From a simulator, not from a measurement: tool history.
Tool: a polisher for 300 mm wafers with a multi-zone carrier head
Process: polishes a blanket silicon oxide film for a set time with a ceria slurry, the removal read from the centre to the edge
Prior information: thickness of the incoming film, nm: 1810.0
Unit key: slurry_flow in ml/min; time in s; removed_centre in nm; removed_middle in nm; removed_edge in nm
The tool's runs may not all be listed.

| run | hour | slurry_flow | centre_zone | middle_zone | edge_zone | time | removed_centre | removed_middle | removed_edge |
|---|---|---|---|---|---|---|---|---|---|
| 1 | 0.0 | 190 | 1.00 | 1.00 | 1.00 | 76 | 384.51 | 378.55 | 382.99 |
| 2 | 1.3 | 185 | 0.97 | 1.00 | 0.95 | 64 | 312.19 | 318.70 | 321.40 |
| 3 | 3.3 | 210 | 0.97 | 1.00 | 0.95 | 64 | 324.22 | 327.56 | 322.67 |
| 4 | 7.3 | 215 | 0.95 | 1.00 | 0.91 | 55 | 274.02 | 280.20 | 274.59 |
| 5 | 8.5 | 215 | 0.95 | 0.95 | 0.91 | 55 | 272.94 | 268.91 | 274.94 |
| 6 | 13.5 | 230 | 0.93 | 0.96 | 0.89 | 50 | 244.36 | 252.66 | 250.16 |
| 7 | 14.4 | 240 | 0.92 | 0.96 | 0.87 | 47 | 227.28 | 231.86 | 233.56 |
| 8 | 21.7 | 230 | 0.90 | 1.03 | 0.81 | 40 | 188.27 | 209.93 | 190.07 |
| 9 | 29.4 | 235 | 0.91 | 1.03 | 0.83 | 40 | 190.30 | 211.75 | 196.33 |
| 10 | 35.1 | 235 | 0.92 | 1.03 | 0.84 | 40 | 193.64 | 209.67 | 190.39 |
| 11 | 37.6 | 235 | 0.92 | 1.03 | 0.84 | 40 | 194.66 | 212.69 | 194.72 |
| 12 | 38.9 | 235 | 0.92 | 1.03 | 0.85 | 40 | 193.73 | 210.90 | 195.15 |
| 13 | 43.6 | 235 | 0.92 | 1.03 | 0.86 | 40 | 195.68 | 212.65 | 198.10 |
| 14 | 52.2 | 235 | 0.92 | 1.03 | 0.87 | 40 | 192.51 | 216.19 | 198.17 |

What will run 15 give?
| 15 | 58.7 | 235 | 0.93 | 1.02 | 0.88 | 40 | ? | ? | ? |

removed_centre: 197.16 nm
removed_middle: 206.98 nm
removed_edge: 200.10 nm

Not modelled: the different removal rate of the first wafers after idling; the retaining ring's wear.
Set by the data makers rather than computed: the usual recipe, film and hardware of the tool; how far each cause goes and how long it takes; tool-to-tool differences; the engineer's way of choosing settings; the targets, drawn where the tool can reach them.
